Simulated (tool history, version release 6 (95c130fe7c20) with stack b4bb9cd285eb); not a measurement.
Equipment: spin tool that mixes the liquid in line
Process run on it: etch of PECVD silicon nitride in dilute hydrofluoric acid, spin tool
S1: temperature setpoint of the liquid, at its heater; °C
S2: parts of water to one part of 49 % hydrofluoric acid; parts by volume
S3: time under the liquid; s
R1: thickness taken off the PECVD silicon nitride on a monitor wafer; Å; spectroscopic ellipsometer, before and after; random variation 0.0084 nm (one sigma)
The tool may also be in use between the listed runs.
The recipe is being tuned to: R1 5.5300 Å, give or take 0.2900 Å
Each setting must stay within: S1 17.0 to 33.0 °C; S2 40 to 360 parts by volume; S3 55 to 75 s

run 1 hour=0.0 | S1=25.0 S2=200 S3=75 | R1=7.0085
run 2 hour=7.5 | S1=27.5 S2=200 S3=75 | R1=8.1000
run 3 hour=9.7 | S1=26.0 S2=200 S3=75 | R1=7.4458
run 4 hour=15.3 | S1=25.0 S2=200 S3=75 | R1=6.8966
run 5 hour=17.2 | S1=25.0 S2=200 S3=75 | R1=6.9156
run 6 hour=20.6 | S1=24.5 S2=200 S3=75 | R1=6.9837
run 7 hour=21.9 | S1=23.5 S2=200 S3=75 | R1=6.4658
run 8 hour=29.5 | S1=23.0 S2=200 S3=75 | R1=6.0518
run 9 hour=35.6 | S1=22.5 S2=200 S3=75 | R1=5.9066

Of the 4 settings listed for the next run, only one would bring every result within its allowed miss of target. Which one?
run A hour=41.7 | S1=25.5 S2=205 S3=75 | R1=?
run B hour=41.7 | S1=22.0 S2=180 S3=75 | R1=?
run C hour=41.7 | S1=21.5 S2=185 S3=75 | R1=?
run D hour=41.7 | S1=19.5 S2=180 S3=75 | R1=?

move=A R1=7.1173
move=B R1=6.4793
move=C R1=6.1060
move=D R1=5.4987
A: moves away from the targets compared with the last run
B: moves away from the targets compared with the last run
C: moves away from the targets compared with the last run
D: hits every target within its allowed miss
The right move is D.
